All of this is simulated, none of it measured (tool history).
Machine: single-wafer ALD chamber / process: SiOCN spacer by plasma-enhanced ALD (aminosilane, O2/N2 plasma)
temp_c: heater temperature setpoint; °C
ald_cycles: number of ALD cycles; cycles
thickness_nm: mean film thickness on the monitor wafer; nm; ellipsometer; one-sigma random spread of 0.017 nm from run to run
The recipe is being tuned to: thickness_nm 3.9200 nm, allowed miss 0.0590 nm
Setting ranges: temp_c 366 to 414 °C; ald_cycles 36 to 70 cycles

run,hour,temp_c,ald_cycles,thickness_nm
1,0.0,390,53,3.2997
2,7.8,390,55,3.4379
3,11.6,390,51,3.1890
4,18.7,390,53,3.2814
# hour 26.7: thermocouple changed; heater temperature recalibrated
5,26.7,395,53,3.3321
6,28.6,395,59,3.6740
7,30.4,395,59,3.6521
8,36.1,395,64,3.9956

Exercise: of the 5 proposed moves below, exactly one satisfies all targets within the stated allowed misses. Which move is it?
A,41.8,384,66,?
B,41.8,393,63,?
C,41.8,399,65,?
D,41.8,393,65,?
E,41.8,398,65,?

move,thickness_nm
A,4.0840
B,3.8984
C,4.0190
D,4.0221
E,4.0221
A: further off than the last run
B: all results in spec
C: further off than the last run
D: further off than the last run
E: further off than the last run
Go with B: it meets all targets.

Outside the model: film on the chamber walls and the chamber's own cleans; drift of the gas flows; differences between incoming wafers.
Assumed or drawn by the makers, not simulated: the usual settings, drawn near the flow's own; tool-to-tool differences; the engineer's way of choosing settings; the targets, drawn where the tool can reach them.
